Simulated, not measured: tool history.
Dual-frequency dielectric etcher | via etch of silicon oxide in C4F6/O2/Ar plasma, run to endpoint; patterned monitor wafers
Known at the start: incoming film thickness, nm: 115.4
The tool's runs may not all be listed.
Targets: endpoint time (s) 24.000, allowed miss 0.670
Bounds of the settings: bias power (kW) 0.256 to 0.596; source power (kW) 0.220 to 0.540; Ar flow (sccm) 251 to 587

run 1 day=0.000 | bias_power_(kW)=0.426 source_power_(kW)=0.380 Ar_flow_(sccm)=419 | endpoint_time_(s)=26.893
run 2 day=0.221 | bias_power_(kW)=0.426 source_power_(kW)=0.420 Ar_flow_(sccm)=419 | endpoint_time_(s)=25.471
run 3 day=0.596 | bias_power_(kW)=0.437 source_power_(kW)=0.420 Ar_flow_(sccm)=418 | endpoint_time_(s)=25.352
run 4 day=0.792 | bias_power_(kW)=0.447 source_power_(kW)=0.420 Ar_flow_(sccm)=417 | endpoint_time_(s)=25.193
run 5 day=0.996 | bias_power_(kW)=0.456 source_power_(kW)=0.420 Ar_flow_(sccm)=416 | endpoint_time_(s)=24.964
run 6 day=1.217 | bias_power_(kW)=0.456 source_power_(kW)=0.390 Ar_flow_(sccm)=416 | endpoint_time_(s)=25.887
run 7 day=1.588 | bias_power_(kW)=0.470 source_power_(kW)=0.400 Ar_flow_(sccm)=415 | endpoint_time_(s)=25.523
run 8 day=1.954 | bias_power_(kW)=0.470 source_power_(kW)=0.400 Ar_flow_(sccm)=415 | endpoint_time_(s)=25.768

Which of these 5 next moves meets every target?
run A day=2.321 | bias_power_(kW)=0.428 source_power_(kW)=0.350 Ar_flow_(sccm)=468 | endpoint_time_(s)=?
run B day=2.321 | bias_power_(kW)=0.500 source_power_(kW)=0.480 Ar_flow_(sccm)=369 | endpoint_time_(s)=?
run C day=2.321 | bias_power_(kW)=0.423 source_power_(kW)=0.440 Ar_flow_(sccm)=407 | endpoint_time_(s)=?
run D day=2.321 | bias_power_(kW)=0.423 source_power_(kW)=0.490 Ar_flow_(sccm)=473 | endpoint_time_(s)=?
run E day=2.321 | bias_power_(kW)=0.501 source_power_(kW)=0.390 Ar_flow_(sccm)=408 | endpoint_time_(s)=?

move=A endpoint_time_(s)=28.439
move=B endpoint_time_(s)=22.995
move=C endpoint_time_(s)=25.156
move=D endpoint_time_(s)=24.239
move=E endpoint_time_(s)=25.602
A: further off than the last run
B: takes the result that was furthest off past its target
C: nearer than the last run, and not there yet
D: meets every target
E: nearer than the last run, and not there yet
Answer: D

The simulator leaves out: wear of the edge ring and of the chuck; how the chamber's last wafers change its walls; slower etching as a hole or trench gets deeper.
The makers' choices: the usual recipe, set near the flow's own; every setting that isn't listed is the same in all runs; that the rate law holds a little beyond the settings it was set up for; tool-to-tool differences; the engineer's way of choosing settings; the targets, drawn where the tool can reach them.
